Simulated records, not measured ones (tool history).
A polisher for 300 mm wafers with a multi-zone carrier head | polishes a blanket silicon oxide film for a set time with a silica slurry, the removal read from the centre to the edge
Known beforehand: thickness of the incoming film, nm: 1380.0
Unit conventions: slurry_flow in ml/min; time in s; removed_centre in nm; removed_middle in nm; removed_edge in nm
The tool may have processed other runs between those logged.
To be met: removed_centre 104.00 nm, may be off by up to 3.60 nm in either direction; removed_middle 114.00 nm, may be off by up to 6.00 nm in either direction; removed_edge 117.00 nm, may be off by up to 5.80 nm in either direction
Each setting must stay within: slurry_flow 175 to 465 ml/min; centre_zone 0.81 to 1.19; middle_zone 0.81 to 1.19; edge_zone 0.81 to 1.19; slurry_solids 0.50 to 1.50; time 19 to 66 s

run   hour  slurry_flow  centre_zone  middle_zone  edge_zone  slurry_solids  time  removed_centre  removed_middle  removed_edge
  1    0.0          295         1.00         1.00       1.00           1.00    42          144.41          141.52        140.90
  2    6.0          365         1.00         1.00       1.00           1.00    42          145.85          141.11        139.58
  3   10.4          365         0.95         1.00       1.00           1.00    42          141.75          144.85        139.52
  4   11.9          365         1.04         1.00       1.00           1.00    42          150.98          144.19        146.25
  5   15.9          365         1.00         1.00       1.04           0.95    42          142.31          141.27        140.45
  6   19.2          365         0.93         1.00       1.04           0.95    42          137.75          141.58        144.13
  7   20.5          365         0.91         1.00       1.04           0.85    42          128.71          133.20        133.11
  8   25.2          360         0.89         1.00       1.05           0.80    42          121.73          125.02        131.85
  9   29.5          360         0.88         1.01       1.04           0.75    42          117.62          127.53        130.92
 10   34.6          360         0.87         1.00       1.03           0.75    42          120.29          123.73        125.40
 11   41.3          355         0.86         1.01       1.04           0.70    42          112.86          123.76        123.69
 12   44.3          350         0.85         1.00       1.04           0.70    42          112.49          124.21        124.12
 13   49.4          350         0.84         0.99       1.04           0.70    42          109.85          121.55        122.62
 14   54.6          345         0.84         0.98       1.04           0.70    42          109.19          120.61        124.18
 15   61.9          345         0.84         0.97       1.03           0.70    42          110.52          120.90        124.11
 16   64.0          345         0.84         0.97       1.03           0.70    42          108.66          116.49        122.40
 17   68.9          340         0.84         0.97       1.02           0.70    42          111.56          118.35        123.80
 18   75.7          340         0.83         0.97       1.02           0.70    42          110.66          121.83        120.24
 19   80.7          340         0.83         0.96       1.02           0.70    42          108.80          117.69        123.82
 20   85.9          340         0.83         0.96       1.02           0.70    42          109.72          118.46        119.97
 21   93.2          335         0.83         0.96       1.02           0.70    42          109.14          117.57        119.07
 22   96.7          330         0.83         0.96       1.02           0.70    42          112.18          120.08        122.11
 23  102.9          335         0.83         0.96       1.02           0.70    42          110.36          117.92        123.39

4 candidate next runs follow, results not yet known. Just one meets every target within its allowed miss. Identify it.
  A  109.1          240         0.81         0.94       1.18           0.60    46               ?               ?             ?
  B  109.1          295         0.82         0.82       1.10           0.60    47               ?               ?             ?
  C  109.1          350         0.86         0.96       1.00           0.80    39               ?               ?             ?
  D  109.1          460         0.87         1.02       1.14           0.70    38               ?               ?             ?

move  removed_centre  removed_middle  removed_edge
   A          106.91          118.06        132.75
   B          111.82          111.08        132.45
   C          111.08          119.38        120.85
   D          104.48          116.22        119.62
A: corrects the largest miss of the last run, while another result sits out of spec
B: lands further from the targets than the last run did
C: lands further from the targets than the last run did
D: meets every target
D meets every target.
